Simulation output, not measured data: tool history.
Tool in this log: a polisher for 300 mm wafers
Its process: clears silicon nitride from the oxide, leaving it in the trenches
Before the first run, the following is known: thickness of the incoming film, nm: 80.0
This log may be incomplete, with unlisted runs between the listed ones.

run,day,flow of slurry (ml/min),pressure of the wafer on the pad (kPa),speed of the pad under the wafer (cm/s),overpolish time after the end point (s),time until the end point was called (s)
1,0.000,310,18.6,124,17,64.259
2,0.367,310,18.6,154,17,51.895
3,0.471,310,18.6,184,17,44.697
4,0.729,305,17.2,172,17,51.719
5,0.917,305,21.4,172,17,42.201
6,1.079,300,19.3,160,17,49.875

Run 7 is up next; what results do you expect?
7,1.196,285,14.5,124,17,?

Run 7 came out at time until the end point was called (s) 80.499.
